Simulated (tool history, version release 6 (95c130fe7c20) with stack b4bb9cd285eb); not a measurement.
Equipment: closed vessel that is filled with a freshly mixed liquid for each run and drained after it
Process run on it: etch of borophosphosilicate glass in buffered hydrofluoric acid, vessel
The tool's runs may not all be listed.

run    day  temperature setpoint of the liquid (°C)  parts of 40 % ammonium fluoride to one part of 49 % hydrofluoric acid (parts by volume)  time in the liquid (s)  thickness taken off the borophosphosilicate glass on a monitor wafer (nm)
  1  0.000                                     23.0                                                                                       19                     105                                                                     105.06
  2  0.288                                     23.5                                                                                       19                     105                                                                     110.09
  3  0.583                                     24.0                                                                                       19                     105                                                                     111.84
  4  0.888                                     24.5                                                                                       19                     105                                                                     115.89
  5  0.908                                     25.0                                                                                       19                     105                                                                     119.38
  6  1.025                                     26.0                                                                                       19                     105                                                                     123.62

Estimate the outcome of run 7 from the log above:
     1.162  -- hydrofluoric acid flow meter replaced
  7  1.162                                     26.5                                                                                       19                     105                                                                          ?

Run 7 yielded thickness taken off the borophosphosilicate glass on a monitor wafer (nm) 136.40.
